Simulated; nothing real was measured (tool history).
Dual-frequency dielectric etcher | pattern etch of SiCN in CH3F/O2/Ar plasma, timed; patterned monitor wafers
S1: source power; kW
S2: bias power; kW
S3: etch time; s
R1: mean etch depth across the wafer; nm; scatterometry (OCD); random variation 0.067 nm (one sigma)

Run 1, hour 0: S1 0.5 kW, S2 0.077 kW, S3 39 s. Result: R1 18.164 nm.
Run 2, hour 5: S1 0.43 kW, S2 0.077 kW, S3 39 s. Result: R1 16.845 nm.
Run 3, hour 6.1: S1 0.43 kW, S2 0.077 kW, S3 36 s. Result: R1 15.475 nm.
Run 4, hour 15.1: S1 0.46 kW, S2 0.077 kW, S3 36 s. Result: R1 15.978 nm.
Run 5, hour 19: S1 0.46 kW, S2 0.077 kW, S3 39 s. Result: R1 17.379 nm.
Run 6, hour 19.6: S1 0.48 kW, S2 0.077 kW, S3 39 s. Result: R1 17.837 nm.
Run 7, hour 26.5: S1 0.49 kW, S2 0.077 kW, S3 39 s. Result: R1 17.88 nm.
Run 8, hour 35.1: S1 0.49 kW, S2 0.077 kW, S3 39 s. Result: R1 17.877 nm.

Forecast run 9:
Run 9, hour 38.2: S1 0.5 kW, S2 0.077 kW, S3 39 s. Result: R1 ?.

{"run 9": {"R1": 17.974}}

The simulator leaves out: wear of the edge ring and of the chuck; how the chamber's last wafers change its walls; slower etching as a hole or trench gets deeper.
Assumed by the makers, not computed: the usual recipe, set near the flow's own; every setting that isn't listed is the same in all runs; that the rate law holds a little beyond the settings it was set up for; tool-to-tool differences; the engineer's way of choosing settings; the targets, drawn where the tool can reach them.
